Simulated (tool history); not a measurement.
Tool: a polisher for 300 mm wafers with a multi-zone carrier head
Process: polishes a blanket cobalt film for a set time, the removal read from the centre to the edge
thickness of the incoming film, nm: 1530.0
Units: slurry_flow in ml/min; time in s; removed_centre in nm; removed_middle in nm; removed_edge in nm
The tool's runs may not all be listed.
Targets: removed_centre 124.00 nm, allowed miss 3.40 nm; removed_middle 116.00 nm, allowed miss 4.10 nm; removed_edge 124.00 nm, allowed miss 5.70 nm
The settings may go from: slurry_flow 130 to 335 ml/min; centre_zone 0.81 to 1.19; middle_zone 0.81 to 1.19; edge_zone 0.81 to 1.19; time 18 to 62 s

run,hour,slurry_flow,centre_zone,middle_zone,edge_zone,time,removed_centre,removed_middle,removed_edge
1,0.0,215,1.00,1.00,1.00,40,155.54,152.79,160.18
2,5.8,265,1.00,1.00,1.00,40,161.26,161.94,164.04
3,12.7,235,1.00,1.00,1.00,40,158.13,156.47,157.14
4,14.1,185,1.00,1.00,1.00,40,152.96,156.12,152.72
5,18.9,185,1.00,0.97,1.00,40,151.54,152.36,154.10
6,26.2,185,1.00,0.97,1.00,46,176.66,173.31,177.33
7,34.1,185,1.00,0.94,0.98,43,160.69,157.24,164.74
8,42.1,180,1.01,0.92,0.96,41,156.93,150.27,155.52
9,45.5,185,1.01,0.90,0.95,39,148.82,140.83,144.65
10,53.0,190,1.00,0.88,0.95,38,143.43,134.73,147.42
11,60.3,185,1.00,0.87,0.93,37,138.56,130.15,139.98

4 next moves are on the table. One of them brings every result within its allowed miss. Which?
A,67.6,130,0.94,1.06,0.81,39,?,?,?
B,67.6,130,0.87,1.11,0.88,39,?,?,?
C,67.6,215,0.99,0.87,0.96,32,?,?,?
D,67.6,235,0.85,0.83,1.07,35,?,?,?

move,removed_centre,removed_middle,removed_edge
A,129.00,143.01,131.14
B,121.30,146.89,136.01
C,123.78,116.70,125.45
D,121.49,126.22,146.08
A: further off than the last run
B: brings the result that was furthest off to its target, and leaves another outside
C: meets every target
D: brings the result that was furthest off to its target, and leaves another outside
Answer: C

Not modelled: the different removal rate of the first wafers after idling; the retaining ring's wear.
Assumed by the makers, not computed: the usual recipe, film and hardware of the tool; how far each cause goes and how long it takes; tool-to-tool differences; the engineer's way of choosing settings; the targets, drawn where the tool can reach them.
